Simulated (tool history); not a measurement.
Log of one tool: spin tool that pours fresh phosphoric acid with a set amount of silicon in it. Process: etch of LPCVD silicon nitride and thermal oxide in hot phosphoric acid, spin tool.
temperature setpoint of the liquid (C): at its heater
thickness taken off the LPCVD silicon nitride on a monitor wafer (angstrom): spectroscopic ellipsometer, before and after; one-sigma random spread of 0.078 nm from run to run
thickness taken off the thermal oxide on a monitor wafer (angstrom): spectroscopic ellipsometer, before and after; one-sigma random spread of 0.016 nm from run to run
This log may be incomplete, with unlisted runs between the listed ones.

run,hour,temperature setpoint of the liquid (C),silicon dissolved in the acid as it is poured (mg a litre),time under the liquid (s),thickness taken off the LPCVD silicon nitride on a monitor wafer (angstrom),thickness taken off the thermal oxide on a monitor wafer (angstrom)
1,0,159,10.5,180,160.9,4.0691
2,8.9,159,10.5,215,192.06,5.1062
3,15.9,159,10.5,180,159.57,4.1779
4,20.3,159,15,180,157.71,3.3235
5,26.2,159,15,135,120,2.8678
6,33.8,158.5,16,130,112.39,2.5087
7,37.3,158,16.5,130,111.76,2.4697
8,43.1,157.5,17.5,125,103.56,2.3739
9,50,157.5,19,125,105.22,2.2563

What will run 10 give?
10,55.1,157.5,19,125,?,?

{"run 10": {"thickness taken off the LPCVD silicon nitride on a monitor wafer (angstrom)": 104.15, "thickness taken off the thermal oxide on a monitor wafer (angstrom)": 2.1416}}
